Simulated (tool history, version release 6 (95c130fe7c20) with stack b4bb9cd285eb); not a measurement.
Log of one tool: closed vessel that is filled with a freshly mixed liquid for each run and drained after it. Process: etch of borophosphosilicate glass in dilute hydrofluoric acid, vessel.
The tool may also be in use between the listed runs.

run    day  temperature setpoint of the liquid (C)  parts of water to one part of 49 % hydrofluoric acid (parts by volume)  time in the liquid (s)  thickness taken off the borophosphosilicate glass on a monitor wafer (nm)
  1      0                                      21                                                                     115                     100                                                                     28.639
  2  0.188                                    21.5                                                                     115                     100                                                                     29.296
  3  0.321                                    21.5                                                                      75                     100                                                                     46.553
  4  0.512                                    21.5                                                                      90                     100                                                                     38.347
  5  0.658                                    21.5                                                                      90                     105                                                                     40.198
  6  0.746                                    21.5                                                                     115                     105                                                                      30.74
  7  0.912                                      22                                                                     115                     105                                                                     31.447

For run 8, what comes out?
  8  1.108                                    22.5                                                                     115                     105                                                                          ?

Run 8 produced thickness taken off the borophosphosilicate glass on a monitor wafer (nm) 32.168.
